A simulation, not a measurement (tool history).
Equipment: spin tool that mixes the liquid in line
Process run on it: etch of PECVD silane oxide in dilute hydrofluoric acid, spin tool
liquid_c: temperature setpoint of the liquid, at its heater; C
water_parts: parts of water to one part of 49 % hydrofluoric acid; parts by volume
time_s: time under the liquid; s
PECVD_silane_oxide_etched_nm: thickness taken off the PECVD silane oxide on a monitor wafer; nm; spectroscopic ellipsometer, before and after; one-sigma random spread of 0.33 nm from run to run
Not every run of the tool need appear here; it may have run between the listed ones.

run  hour  liquid_c  water_parts  time_s  PECVD_silane_oxide_etched_nm
  1     0        22           95     285                        52.637
  2   3.4        22           95     285                        52.984
  3    12        22           95     305                        55.849
  4  15.4      23.5           95     305                         59.84
  5    20      22.5          100     305                        54.412
  6  24.2      21.5          105     305                        49.918

What will run 7 give?
  7  27.5      20.5          105     305                             ?

PECVD_silane_oxide_etched_nm: 47.57 nm
